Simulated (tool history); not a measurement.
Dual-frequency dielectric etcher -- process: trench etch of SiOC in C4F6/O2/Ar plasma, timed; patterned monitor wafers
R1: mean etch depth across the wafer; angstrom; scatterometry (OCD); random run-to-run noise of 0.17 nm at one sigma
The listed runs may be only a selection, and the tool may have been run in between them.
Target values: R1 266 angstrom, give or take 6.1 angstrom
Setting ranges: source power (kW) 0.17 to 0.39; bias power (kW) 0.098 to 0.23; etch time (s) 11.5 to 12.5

Run 1, hour 0: source power (kW) 0.28, bias power (kW) 0.164, etch time (s) 12.5. Result: R1 222.35 angstrom.
Run 2, hour 5.6: source power (kW) 0.31, bias power (kW) 0.171, etch time (s) 12.5. Result: R1 230.4 angstrom.
Run 3, hour 7.1: source power (kW) 0.31, bias power (kW) 0.196, etch time (s) 12.5. Result: R1 244.51 angstrom.
Run 4, hour 12.1: source power (kW) 0.27, bias power (kW) 0.196, etch time (s) 12.5. Result: R1 232.35 angstrom.
Run 5, hour 16.4: source power (kW) 0.27, bias power (kW) 0.218, etch time (s) 12.5. Result: R1 240.34 angstrom.
Run 6, hour 18.9: source power (kW) 0.27, bias power (kW) 0.19, etch time (s) 12.5. Result: R1 230.82 angstrom.
Run 7, hour 20: source power (kW) 0.3, bias power (kW) 0.199, etch time (s) 12.5. Result: R1 242.53 angstrom.
Run 8, hour 24.5: source power (kW) 0.32, bias power (kW) 0.202, etch time (s) 12.5. Result: R1 247.98 angstrom.
Run 9, hour 25.8: source power (kW) 0.33, bias power (kW) 0.205, etch time (s) 12.5. Result: R1 252.18 angstrom.

Consider the 4 candidate settings below. Which is the only one whose results all fall within their allowed miss of target?
Run A, hour 27.1: source power (kW) 0.39, bias power (kW) 0.2, etch time (s) 12.5. Result: R1 ?.
Run B, hour 27.1: source power (kW) 0.34, bias power (kW) 0.189, etch time (s) 12.5. Result: R1 ?.
Run C, hour 27.1: source power (kW) 0.35, bias power (kW) 0.2, etch time (s) 11.5. Result: R1 ?.
Run D, hour 27.1: source power (kW) 0.32, bias power (kW) 0.203, etch time (s) 12.5. Result: R1 ?.

move      R1
   A   268.3
   B  249.91
   C     237
   D  250.41
A: every result lands within tolerance
B: misses by more than the last run did
C: misses by more than the last run did
D: misses by more than the last run did
Move A is the one to make.
